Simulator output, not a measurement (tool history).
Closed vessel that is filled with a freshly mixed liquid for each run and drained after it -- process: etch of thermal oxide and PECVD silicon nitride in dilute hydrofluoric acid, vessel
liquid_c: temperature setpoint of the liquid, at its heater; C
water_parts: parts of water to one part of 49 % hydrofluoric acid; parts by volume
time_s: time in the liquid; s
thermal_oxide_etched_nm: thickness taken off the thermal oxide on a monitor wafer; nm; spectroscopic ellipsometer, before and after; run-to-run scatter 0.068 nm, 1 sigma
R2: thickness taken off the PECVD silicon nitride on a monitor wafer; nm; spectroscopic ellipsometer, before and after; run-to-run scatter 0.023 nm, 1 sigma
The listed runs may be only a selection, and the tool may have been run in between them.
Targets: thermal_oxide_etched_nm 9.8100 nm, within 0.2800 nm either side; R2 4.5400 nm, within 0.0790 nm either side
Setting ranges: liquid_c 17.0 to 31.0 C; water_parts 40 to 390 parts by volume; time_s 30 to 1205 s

{"run": 1, "hour": 0.0, "liquid_c": 23.0, "water_parts": 215, "time_s": 615, "thermal_oxide_etched_nm": 10.975, "R2": 4.6567}
{"run": 2, "hour": 4.9, "liquid_c": 23.0, "water_parts": 155, "time_s": 615, "thermal_oxide_etched_nm": 16.401, "R2": 6.4544}
{"run": 3, "hour": 7.3, "liquid_c": 23.0, "water_parts": 155, "time_s": 455, "thermal_oxide_etched_nm": 11.933, "R2": 4.7028}
{"run": 4, "hour": 12.4, "liquid_c": 24.0, "water_parts": 175, "time_s": 470, "thermal_oxide_etched_nm": 11.233, "R2": 4.6105}
{"run": 5, "hour": 18.3, "liquid_c": 24.5, "water_parts": 190, "time_s": 485, "thermal_oxide_etched_nm": 10.752, "R2": 4.5622}
{"run": 6, "hour": 22.5, "liquid_c": 24.5, "water_parts": 190, "time_s": 365, "thermal_oxide_etched_nm": 7.971, "R2": 3.4202}
{"run": 7, "hour": 31.3, "liquid_c": 25.5, "water_parts": 185, "time_s": 360, "thermal_oxide_etched_nm": 8.5041, "R2": 3.6805}
{"run": 8, "hour": 34.4, "liquid_c": 26.5, "water_parts": 180, "time_s": 360, "thermal_oxide_etched_nm": 9.1104, "R2": 4.0837}
{"run": 9, "hour": 38.4, "liquid_c": 27.0, "water_parts": 180, "time_s": 360, "thermal_oxide_etched_nm": 9.2429, "R2": 4.2081}
{"run": 10, "hour": 43.0, "liquid_c": 27.5, "water_parts": 175, "time_s": 355, "thermal_oxide_etched_nm": 9.6224, "R2": 4.3824}

Next run, 4 choices. One meets every target within its allowed miss, the rest don't. Which?
{"run": "A", "hour": 47.6, "liquid_c": 28.5, "water_parts": 175, "time_s": 345, "thermal_oxide_etched_nm": "?", "R2": "?"}
{"run": "B", "hour": 47.6, "liquid_c": 27.5, "water_parts": 155, "time_s": 325, "thermal_oxide_etched_nm": "?", "R2": "?"}
{"run": "C", "hour": 47.6, "liquid_c": 26.0, "water_parts": 150, "time_s": 330, "thermal_oxide_etched_nm": "?", "R2": "?"}
{"run": "D", "hour": 47.6, "liquid_c": 26.0, "water_parts": 140, "time_s": 310, "thermal_oxide_etched_nm": "?", "R2": "?"}

move=A thermal_oxide_etched_nm=9.6919 R2=4.4817
move=B thermal_oxide_etched_nm=10.1880 R2=4.4846
move=C thermal_oxide_etched_nm=10.1720 R2=4.2818
move=D thermal_oxide_etched_nm=10.3630 R2=4.3087
A: every result lands within tolerance
B: the furthest-off result lands on target, but another misses its tolerance
C: misses by more than the last run did
D: misses by more than the last run did
Correct choice: A, which meets every target

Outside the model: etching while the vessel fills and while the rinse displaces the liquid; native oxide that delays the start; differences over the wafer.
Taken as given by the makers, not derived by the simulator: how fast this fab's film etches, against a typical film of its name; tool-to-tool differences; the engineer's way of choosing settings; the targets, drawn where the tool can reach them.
